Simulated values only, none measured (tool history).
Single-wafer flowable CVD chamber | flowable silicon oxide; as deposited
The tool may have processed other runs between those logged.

| run | hour | heater temperature setpoint (deg C) | chamber pressure (Torr) | RF power (W) | deposition time (s) | mean film thickness on the monitor wafer (Å) |
|---|---|---|---|---|---|---|
| 1 | 0 | 95 | 0.865 | 1620 | 437 | 3150.3 |
| 2 | 6.7 | 95 | 0.865 | 1495 | 437 | 3027.1 |
| 3 | 9 | 106 | 0.865 | 1495 | 437 | 2187.7 |
| 4 | 15.8 | 106 | 0.802 | 1495 | 437 | 2070.3 |
| 5 | 17.5 | 102 | 0.803 | 1495 | 437 | 2321 |
| 6 | 19.9 | 99 | 0.804 | 1495 | 437 | 2546.9 |

Predict the results of run 7:
| 7 | 25.9 | 96 | 0.804 | 1495 | 437 | ? |

mean film thickness on the monitor wafer (Å): 2759.4

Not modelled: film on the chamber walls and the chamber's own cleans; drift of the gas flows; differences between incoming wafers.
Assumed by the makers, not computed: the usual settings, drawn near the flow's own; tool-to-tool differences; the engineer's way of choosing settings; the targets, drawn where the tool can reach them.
